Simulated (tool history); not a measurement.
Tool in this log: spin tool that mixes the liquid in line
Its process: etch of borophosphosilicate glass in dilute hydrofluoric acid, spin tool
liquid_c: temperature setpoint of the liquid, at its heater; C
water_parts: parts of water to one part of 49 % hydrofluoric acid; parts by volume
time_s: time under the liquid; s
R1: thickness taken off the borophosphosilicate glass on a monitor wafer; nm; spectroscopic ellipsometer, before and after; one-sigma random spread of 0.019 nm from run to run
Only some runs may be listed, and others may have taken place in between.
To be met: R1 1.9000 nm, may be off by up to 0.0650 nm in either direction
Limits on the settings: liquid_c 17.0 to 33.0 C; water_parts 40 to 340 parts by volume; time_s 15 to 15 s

Run 1, hour 0.0: liquid_c 25.0 C, water_parts 190 parts by volume, time_s 15 s. Result: R1 2.2143 nm.
Run 2, hour 2.6: liquid_c 24.5 C, water_parts 190 parts by volume, time_s 15 s. Result: R1 2.1922 nm.
Run 3, hour 6.0: liquid_c 24.5 C, water_parts 190 parts by volume, time_s 15 s. Result: R1 2.2130 nm.
Run 4, hour 11.6: liquid_c 26.5 C, water_parts 190 parts by volume, time_s 15 s. Result: R1 2.3605 nm.
Run 5, hour 20.2: liquid_c 26.0 C, water_parts 190 parts by volume, time_s 15 s. Result: R1 2.3506 nm.
Run 6, hour 27.3: liquid_c 26.0 C, water_parts 135 parts by volume, time_s 15 s. Result: R1 3.4235 nm.
Run 7, hour 28.0: liquid_c 25.0 C, water_parts 140 parts by volume, time_s 15 s. Result: R1 3.2367 nm.
Run 8, hour 34.6: liquid_c 24.0 C, water_parts 145 parts by volume, time_s 15 s. Result: R1 2.9689 nm.
Run 9, hour 41.5: liquid_c 23.5 C, water_parts 150 parts by volume, time_s 15 s. Result: R1 2.8213 nm.
Run 10, hour 42.9: liquid_c 23.0 C, water_parts 155 parts by volume, time_s 15 s. Result: R1 2.6098 nm.
Run 11, hour 48.8: liquid_c 22.5 C, water_parts 155 parts by volume, time_s 15 s. Result: R1 2.5873 nm.
Run 12, hour 56.5: liquid_c 22.0 C, water_parts 155 parts by volume, time_s 15 s. Result: R1 2.5282 nm.

Which single option among these 5 for the next run brings every result within its allowed miss of target? Just one does.
Run A, hour 64.2: liquid_c 21.5 C, water_parts 185 parts by volume, time_s 15 s. Result: R1 ?.
Run B, hour 64.2: liquid_c 23.5 C, water_parts 205 parts by volume, time_s 15 s. Result: R1 ?.
Run C, hour 64.2: liquid_c 19.0 C, water_parts 190 parts by volume, time_s 15 s. Result: R1 ?.
Run D, hour 64.2: liquid_c 30.5 C, water_parts 265 parts by volume, time_s 15 s. Result: R1 ?.
Run E, hour 64.2: liquid_c 20.0 C, water_parts 115 parts by volume, time_s 15 s. Result: R1 ?.

move      R1
   A  1.9957
   B  1.9019
   C  1.7548
   D  1.7579
   E  3.2590
A: moves toward the targets from the last run without getting all of them in spec
B: hits every target within its allowed miss
C: the result that was furthest off in the last run now lies on the other side of its target
D: the result that was furthest off in the last run now lies on the other side of its target
E: moves away from the targets compared with the last run
Go with B: it meets all targets.
